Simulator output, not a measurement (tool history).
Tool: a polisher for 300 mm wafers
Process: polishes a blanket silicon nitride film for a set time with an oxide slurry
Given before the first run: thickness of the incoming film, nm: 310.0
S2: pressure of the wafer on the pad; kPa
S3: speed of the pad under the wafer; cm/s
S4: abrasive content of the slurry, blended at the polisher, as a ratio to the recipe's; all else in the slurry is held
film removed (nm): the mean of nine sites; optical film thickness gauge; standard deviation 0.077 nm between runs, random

{"run": 1, "hour": 0.0, "flow of slurry (ml/min)": 195, "S2": 16.5, "S3": 98, "S4": 1.0, "polishing time (s)": 41, "film removed (nm)": 16.585}
{"run": 2, "hour": 9.0, "flow of slurry (ml/min)": 195, "S2": 16.5, "S3": 98, "S4": 1.15, "polishing time (s)": 41, "film removed (nm)": 17.519}
{"run": 3, "hour": 15.4, "flow of slurry (ml/min)": 160, "S2": 16.5, "S3": 98, "S4": 1.15, "polishing time (s)": 41, "film removed (nm)": 17.111}
{"run": 4, "hour": 21.3, "flow of slurry (ml/min)": 160, "S2": 16.5, "S3": 114, "S4": 1.15, "polishing time (s)": 41, "film removed (nm)": 18.783}
{"run": 5, "hour": 29.6, "flow of slurry (ml/min)": 155, "S2": 14.5, "S3": 114, "S4": 1.15, "polishing time (s)": 41, "film removed (nm)": 16.759}
{"run": 6, "hour": 31.5, "flow of slurry (ml/min)": 155, "S2": 14.5, "S3": 98, "S4": 1.15, "polishing time (s)": 41, "film removed (nm)": 15.254}
{"run": 7, "hour": 37.7, "flow of slurry (ml/min)": 150, "S2": 13.1, "S3": 98, "S4": 1.15, "polishing time (s)": 41, "film removed (nm)": 13.822}

What will run 8 give?
{"run": 8, "hour": 38.6, "flow of slurry (ml/min)": 145, "S2": 12.4, "S3": 98, "S4": 1.15, "polishing time (s)": 41, "film removed (nm)": "?"}

{"run 8": {"film removed (nm)": 13.221}}
